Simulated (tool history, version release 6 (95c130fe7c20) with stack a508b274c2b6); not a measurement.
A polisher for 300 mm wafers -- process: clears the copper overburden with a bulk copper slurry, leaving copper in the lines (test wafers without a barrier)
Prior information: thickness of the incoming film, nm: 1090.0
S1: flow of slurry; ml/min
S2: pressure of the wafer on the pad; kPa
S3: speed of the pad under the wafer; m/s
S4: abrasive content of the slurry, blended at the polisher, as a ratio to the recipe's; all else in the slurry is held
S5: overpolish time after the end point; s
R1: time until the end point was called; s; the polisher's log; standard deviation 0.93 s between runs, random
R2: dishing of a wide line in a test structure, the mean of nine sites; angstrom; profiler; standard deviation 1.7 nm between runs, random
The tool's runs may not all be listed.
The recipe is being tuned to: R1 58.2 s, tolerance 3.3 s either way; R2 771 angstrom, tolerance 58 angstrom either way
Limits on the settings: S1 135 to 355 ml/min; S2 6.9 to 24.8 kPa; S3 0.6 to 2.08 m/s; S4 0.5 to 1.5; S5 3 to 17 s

run	day	S1	S2	S3	S4	S5	R1	R2
1	0	225	15.9	1.34	1	9	102.56	495.31
2	0.192	225	15.9	1.2	1	9	115	478.48
3	0.492	225	17.2	1.22	1	9	104.42	495.12
4	0.754	225	17.9	1.24	1	9	97.927	518.72
5	0.921	225	17.9	1.44	1	9	84.352	539.56
6	0.942	225	18.6	1.44	1	9	82.748	608.34
7	1.312	225	19.3	1.44	1	9	78.647	599.71
8	1.5	225	23.4	1.5	1	11	63.143	720.68

Pick the move, out of 5, that brings all results within their allowed miss; only one does.
A	1.688	140	20.7	1.64	1	12	?	?
B	1.688	230	20.7	1.62	1.2	9	?	?
C	1.688	150	24.8	1.76	0.8	11	?	?
D	1.688	230	22.1	1.54	0.85	14	?	?
E	1.688	210	21.4	1.56	0.85	16	?	?

move	R1	R2
A	70.671	721.52
B	62.939	673.8
C	58.336	769.24
D	68.777	773.83
E	70.844	791.7
A: the biggest miss grows against the last run
B: the biggest miss grows against the last run
C: hits every target within its allowed miss
D: the biggest miss grows against the last run
E: the biggest miss grows against the last run
Correct choice: C, which meets every target
